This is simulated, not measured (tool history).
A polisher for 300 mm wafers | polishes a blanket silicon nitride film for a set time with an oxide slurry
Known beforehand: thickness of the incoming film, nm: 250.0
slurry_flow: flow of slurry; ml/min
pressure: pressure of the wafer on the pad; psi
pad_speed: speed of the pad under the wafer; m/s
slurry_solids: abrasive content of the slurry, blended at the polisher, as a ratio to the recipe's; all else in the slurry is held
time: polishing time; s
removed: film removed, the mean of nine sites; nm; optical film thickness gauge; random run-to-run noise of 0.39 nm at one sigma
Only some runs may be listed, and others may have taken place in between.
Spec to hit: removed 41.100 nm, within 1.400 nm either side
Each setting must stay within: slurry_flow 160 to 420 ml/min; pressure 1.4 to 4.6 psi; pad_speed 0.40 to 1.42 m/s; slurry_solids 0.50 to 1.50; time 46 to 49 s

{"run": 1, "hour": 0.0, "slurry_flow": 270, "pressure": 3.0, "pad_speed": 0.9, "slurry_solids": 1.0, "time": 46, "removed": 23.636}
{"run": 2, "hour": 1.8, "slurry_flow": 270, "pressure": 3.2, "pad_speed": 0.9, "slurry_solids": 1.0, "time": 46, "removed": 24.649}
{"run": 3, "hour": 4.9, "slurry_flow": 270, "pressure": 3.4, "pad_speed": 0.92, "slurry_solids": 1.0, "time": 46, "removed": 27.244}
{"run": 4, "hour": 12.8, "slurry_flow": 270, "pressure": 3.6, "pad_speed": 0.92, "slurry_solids": 1.0, "time": 46, "removed": 28.809}
{"run": 5, "hour": 21.2, "slurry_flow": 270, "pressure": 3.1, "pad_speed": 0.92, "slurry_solids": 1.0, "time": 46, "removed": 24.769}
{"run": 6, "hour": 28.6, "slurry_flow": 270, "pressure": 3.3, "pad_speed": 0.92, "slurry_solids": 1.0, "time": 46, "removed": 26.303}
{"run": 7, "hour": 36.2, "slurry_flow": 270, "pressure": 3.3, "pad_speed": 0.92, "slurry_solids": 1.0, "time": 46, "removed": 26.129}
{"run": 8, "hour": 40.5, "slurry_flow": 270, "pressure": 3.5, "pad_speed": 0.92, "slurry_solids": 1.0, "time": 46, "removed": 27.733}
{"run": 9, "hour": 48.7, "slurry_flow": 270, "pressure": 3.7, "pad_speed": 0.94, "slurry_solids": 1.0, "time": 46, "removed": 29.901}
{"run": 10, "hour": 54.5, "slurry_flow": 270, "pressure": 3.8, "pad_speed": 0.94, "slurry_solids": 1.0, "time": 46, "removed": 30.413}
{"run": 11, "hour": 56.1, "slurry_flow": 275, "pressure": 4.6, "pad_speed": 1.02, "slurry_solids": 1.0, "time": 46, "removed": 38.985}

Exercise: of the 4 proposed moves below, exactly one satisfies all targets within the stated allowed misses. Which move is it?
{"run": "A", "hour": 57.7, "slurry_flow": 265, "pressure": 4.0, "pad_speed": 1.14, "slurry_solids": 0.95, "time": 46, "removed": "?"}
{"run": "B", "hour": 57.7, "slurry_flow": 320, "pressure": 4.1, "pad_speed": 1.12, "slurry_solids": 0.95, "time": 46, "removed": "?"}
{"run": "C", "hour": 57.7, "slurry_flow": 215, "pressure": 4.2, "pad_speed": 1.08, "slurry_solids": 1.0, "time": 47, "removed": "?"}
{"run": "D", "hour": 57.7, "slurry_flow": 295, "pressure": 4.6, "pad_speed": 1.1, "slurry_solids": 0.9, "time": 49, "removed": "?"}

move=A removed=35.284
move=B removed=36.295
move=C removed=36.897
move=D removed=40.864
A: moves away from the targets compared with the last run
B: moves away from the targets compared with the last run
C: moves away from the targets compared with the last run
D: meets every target
D is the move that brings every result within its allowed miss.
